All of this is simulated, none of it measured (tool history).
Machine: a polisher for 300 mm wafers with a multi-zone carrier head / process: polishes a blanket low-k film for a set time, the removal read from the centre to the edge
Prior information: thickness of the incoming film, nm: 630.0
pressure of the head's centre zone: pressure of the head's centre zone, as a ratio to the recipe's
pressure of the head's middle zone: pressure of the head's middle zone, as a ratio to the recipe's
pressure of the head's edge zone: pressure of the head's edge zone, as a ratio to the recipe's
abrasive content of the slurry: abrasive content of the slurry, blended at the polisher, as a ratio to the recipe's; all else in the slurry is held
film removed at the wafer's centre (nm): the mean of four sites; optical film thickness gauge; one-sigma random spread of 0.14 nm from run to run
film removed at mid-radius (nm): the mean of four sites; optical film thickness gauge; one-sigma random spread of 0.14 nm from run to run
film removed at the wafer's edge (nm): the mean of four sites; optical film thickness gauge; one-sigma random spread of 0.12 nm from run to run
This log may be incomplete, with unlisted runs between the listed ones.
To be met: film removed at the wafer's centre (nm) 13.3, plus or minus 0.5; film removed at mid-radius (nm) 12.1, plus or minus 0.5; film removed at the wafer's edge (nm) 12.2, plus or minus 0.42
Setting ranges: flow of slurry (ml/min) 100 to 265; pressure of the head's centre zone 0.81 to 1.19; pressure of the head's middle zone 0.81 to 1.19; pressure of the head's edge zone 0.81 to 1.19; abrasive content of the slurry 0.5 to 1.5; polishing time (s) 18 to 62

run	hour	flow of slurry (ml/min)	pressure of the head's centre zone	pressure of the head's middle zone	pressure of the head's edge zone	abrasive content of the slurry	polishing time (s)	film removed at the wafer's centre (nm)	film removed at mid-radius (nm)	film removed at the wafer's edge (nm)
1	0	170	1	1	1	1	40	11.299	10.591	11.428
2	4.9	170	1	1	1	1	48	13.429	12.878	13.493
3	8.9	170	1	1	0.99	1	48	13.429	12.666	13.326
4	10.5	170	1	1.06	0.99	1	48	13.365	13.389	13.191
5	12	165	1	1.05	0.98	1	48	13.263	13.099	13.226
6	20.9	165	1.01	1.05	0.97	1	48	13.41	13.295	13.079
7	21.8	165	1.01	1.04	0.96	1	48	13.387	13.177	12.975
8	22.3	165	1.01	1.04	0.96	1	48	13.624	13.186	13.156
9	31	165	1.01	1.04	0.95	1	48	13.668	13.102	12.934
10	39.7	160	1.01	1.04	0.95	1	48	13.656	12.878	13.208
11	48.3	165	1.02	1.04	0.92	0.9	48	12.687	11.966	12.08
12	54.2	165	1.02	1.04	0.92	0.9	48	12.318	11.887	11.861
13	57.2	165	1.03	1.04	0.92	0.9	48	12.968	12.155	11.851
14	63	165	1.03	1.02	0.94	0.9	48	12.778	11.941	12.204

Pick the move, out of 4, that brings all results within their allowed miss; only one does.
A	68.8	160	0.93	1.03	0.97	0.95	48	?	?	?
B	68.8	120	0.96	1.05	1.03	0.9	50	?	?	?
C	68.8	185	0.98	1.11	0.98	0.9	47	?	?	?
D	68.8	165	1.03	0.99	0.88	1	46	?	?	?

move	film removed at the wafer's centre (nm)	film removed at mid-radius (nm)	film removed at the wafer's edge (nm)
A	11.903	12.369	12.903
B	11.531	11.808	12.708
C	12.112	12.396	12.382
D	13.185	12.091	12.378
A: its largest miss is bigger than the last run's
B: its largest miss is bigger than the last run's
C: its largest miss is bigger than the last run's
D: every result within its allowed miss
Move D is the one to make.

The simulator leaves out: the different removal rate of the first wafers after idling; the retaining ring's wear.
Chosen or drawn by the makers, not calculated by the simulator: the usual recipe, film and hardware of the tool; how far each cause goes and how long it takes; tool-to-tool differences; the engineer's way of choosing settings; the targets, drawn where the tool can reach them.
